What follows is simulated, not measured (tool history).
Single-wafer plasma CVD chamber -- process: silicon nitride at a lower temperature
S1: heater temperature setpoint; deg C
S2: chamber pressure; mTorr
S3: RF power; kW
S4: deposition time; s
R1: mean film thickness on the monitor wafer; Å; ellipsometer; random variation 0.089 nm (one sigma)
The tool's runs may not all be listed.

run  hour   S1    S2     S3    S4      R1
  1   0.0  360  1590  0.395  32.1  411.09
  2   5.6  360  1490  0.380  32.1  387.86
  3   7.4  360  1400  0.375  32.1  375.69
  4  15.9  360  1340  0.375  32.1  367.61
     23.3  -- RF generator calibrated
  5  23.3  360  1300  0.375  32.1  394.55
  6  26.6  360  1390  0.365  32.1  394.23
  7  27.9  360  1290  0.380  32.1  399.66

For run 8, what comes out?
  8  36.2  360  1350  0.370  32.1   ?

R1: 393.75 Å

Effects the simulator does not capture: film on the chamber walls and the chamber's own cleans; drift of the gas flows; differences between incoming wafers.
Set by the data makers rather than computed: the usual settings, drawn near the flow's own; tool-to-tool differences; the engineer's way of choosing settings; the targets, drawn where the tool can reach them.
